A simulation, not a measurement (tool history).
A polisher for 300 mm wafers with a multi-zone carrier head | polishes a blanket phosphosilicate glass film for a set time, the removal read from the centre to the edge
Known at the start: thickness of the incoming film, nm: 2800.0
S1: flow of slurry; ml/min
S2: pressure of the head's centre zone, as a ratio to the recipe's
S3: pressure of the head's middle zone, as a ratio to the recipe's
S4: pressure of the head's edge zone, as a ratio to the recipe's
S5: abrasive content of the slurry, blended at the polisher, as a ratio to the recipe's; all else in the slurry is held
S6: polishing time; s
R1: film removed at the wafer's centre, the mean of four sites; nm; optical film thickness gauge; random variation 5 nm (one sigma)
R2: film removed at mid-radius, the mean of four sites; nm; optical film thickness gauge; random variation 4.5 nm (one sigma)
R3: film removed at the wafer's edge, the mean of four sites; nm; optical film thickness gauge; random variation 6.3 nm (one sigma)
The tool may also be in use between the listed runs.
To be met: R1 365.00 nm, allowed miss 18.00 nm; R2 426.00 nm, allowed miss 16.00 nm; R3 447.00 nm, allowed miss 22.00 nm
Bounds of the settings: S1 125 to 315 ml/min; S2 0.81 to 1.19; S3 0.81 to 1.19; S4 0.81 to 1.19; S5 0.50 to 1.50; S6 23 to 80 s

run,day,S1,S2,S3,S4,S5,S6,R1,R2,R3
1,0.000,205,1.00,1.00,1.00,1.00,51,650.89,673.87,637.93
2,0.046,205,1.00,1.00,0.96,1.00,51,664.93,683.24,622.10
3,0.396,205,1.00,1.00,0.96,0.85,51,601.42,631.57,573.79
4,0.750,195,0.95,0.96,0.97,0.75,50,541.86,563.43,546.64
5,1.025,195,0.91,0.96,0.97,0.75,50,525.22,551.65,537.44
6,1.067,185,0.88,0.97,1.01,0.65,48,465.88,506.81,492.56
7,1.246,170,0.86,0.97,1.07,0.60,47,421.69,487.15,480.72
8,1.496,165,0.84,0.95,1.08,0.55,47,394.84,461.92,470.53
# day 1.558: edge zone pressure recalibrated
9,1.558,160,0.83,0.94,1.07,0.55,47,390.00,449.98,473.96
10,1.733,160,0.82,0.94,1.06,0.55,47,383.46,455.25,490.76
11,1.833,160,0.83,0.94,1.06,0.55,46,389.29,444.15,483.34

5 next moves are on the table. One of them brings every result within its allowed miss. Which?
A,1.933,200,0.85,0.97,1.12,0.50,43,?,?,?
B,1.933,265,0.88,1.02,1.01,0.60,37,?,?,?
C,1.933,215,0.88,1.02,1.03,0.60,38,?,?,?
D,1.933,185,0.99,0.95,1.03,0.70,36,?,?,?
E,1.933,145,0.90,0.99,1.05,0.55,48,?,?,?

move,R1,R2,R3
A,372.06,429.13,452.45
B,368.35,425.98,405.27
C,367.98,426.77,412.45
D,405.50,394.52,407.41
E,429.68,478.87,487.24
A: meets every target
B: takes the result that was furthest off past its target
C: takes the result that was furthest off past its target
D: takes the result that was furthest off past its target
E: further off than the last run
The right move is A.
